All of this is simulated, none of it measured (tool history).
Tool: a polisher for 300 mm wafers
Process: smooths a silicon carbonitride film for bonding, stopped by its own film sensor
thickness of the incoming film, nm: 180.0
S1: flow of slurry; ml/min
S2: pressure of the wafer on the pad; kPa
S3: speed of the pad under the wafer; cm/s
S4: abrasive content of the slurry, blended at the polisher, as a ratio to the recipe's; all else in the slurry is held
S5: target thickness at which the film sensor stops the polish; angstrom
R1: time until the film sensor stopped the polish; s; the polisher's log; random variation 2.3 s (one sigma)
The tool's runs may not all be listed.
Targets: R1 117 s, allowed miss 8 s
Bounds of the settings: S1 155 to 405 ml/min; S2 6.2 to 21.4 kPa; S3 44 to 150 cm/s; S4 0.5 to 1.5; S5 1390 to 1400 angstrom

{"run": 1, "hour": 0.0, "S1": 260, "S2": 13.8, "S3": 96, "S4": 1, "S5": 1400, "R1": 199.37}
{"run": 2, "hour": 6.7, "S1": 260, "S2": 13.8, "S3": 86, "S4": 1, "S5": 1400, "R1": 217.87}
{"run": 3, "hour": 13.7, "S1": 260, "S2": 15.2, "S3": 90, "S4": 1, "S5": 1400, "R1": 194.18}
{"run": 4, "hour": 15.6, "S1": 225, "S2": 15.2, "S3": 90, "S4": 1, "S5": 1400, "R1": 193.79}
{"run": 5, "hour": 17.5, "S1": 225, "S2": 15.2, "S3": 76, "S4": 1, "S5": 1400, "R1": 224.04}
{"run": 6, "hour": 23.7, "S1": 180, "S2": 15.2, "S3": 76, "S4": 1, "S5": 1400, "R1": 228.5}
{"run": 7, "hour": 29.2, "S1": 180, "S2": 16.5, "S3": 82, "S4": 1, "S5": 1400, "R1": 194.07}
{"run": 8, "hour": 35.2, "S1": 180, "S2": 17.9, "S3": 86, "S4": 1, "S5": 1400, "R1": 185.94}
{"hour": 37.7, "done": "slurry blender recalibrated"}
{"run": 9, "hour": 37.7, "S1": 180, "S2": 18.6, "S3": 94, "S4": 1.05, "S5": 1400, "R1": 126.48}

4 next moves are on the table. One of them brings every result within its allowed miss. Which?
{"run": "A", "hour": 40.2, "S1": 185, "S2": 19.3, "S3": 96, "S4": 1.15, "S5": 1400, "R1": "?"}
{"run": "B", "hour": 40.2, "S1": 200, "S2": 17.9, "S3": 98, "S4": 0.9, "S5": 1400, "R1": "?"}
{"run": "C", "hour": 40.2, "S1": 175, "S2": 19.3, "S3": 80, "S4": 1.05, "S5": 1390, "R1": "?"}
{"run": "D", "hour": 40.2, "S1": 210, "S2": 17.9, "S3": 92, "S4": 1, "S5": 1400, "R1": "?"}

move=A R1=112.44
move=B R1=137.84
move=C R1=140.24
move=D R1=132.73
A: meets every target
B: further off than the last run
C: further off than the last run
D: further off than the last run
The right move is A.
